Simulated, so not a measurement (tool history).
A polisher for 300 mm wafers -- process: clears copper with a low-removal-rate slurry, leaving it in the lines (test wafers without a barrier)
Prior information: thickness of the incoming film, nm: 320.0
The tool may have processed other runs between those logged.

run,day,flow of slurry (ml/min),pressure of the wafer on the pad (kPa),speed of the pad under the wafer (cm/s),abrasive content of the slurry,overpolish time after the end point (s),time until the end point was called (s),dishing of a wide line in a test structure (Å)
1,0,280,15.2,100,1,28,142.15,336.64
2,0.333,280,17.2,100,1,28,125.5,362.53
3,0.525,210,17.2,100,1,28,132.69,349.08
4,0.571,215,17.2,100,1,25,132.99,334.43
5,0.725,215,17.2,116,1,25,114.79,358.5
6,0.783,215,20,116,1,25,98.658,390.07

The next listed run, before its measurement:
# day 0.942: head pressure recalibrated
7,0.942,220,18.6,116,1,22,?,?

Run 7 produced time until the end point was called (s) 116.31, dishing of a wide line in a test structure (Å) 317.27.

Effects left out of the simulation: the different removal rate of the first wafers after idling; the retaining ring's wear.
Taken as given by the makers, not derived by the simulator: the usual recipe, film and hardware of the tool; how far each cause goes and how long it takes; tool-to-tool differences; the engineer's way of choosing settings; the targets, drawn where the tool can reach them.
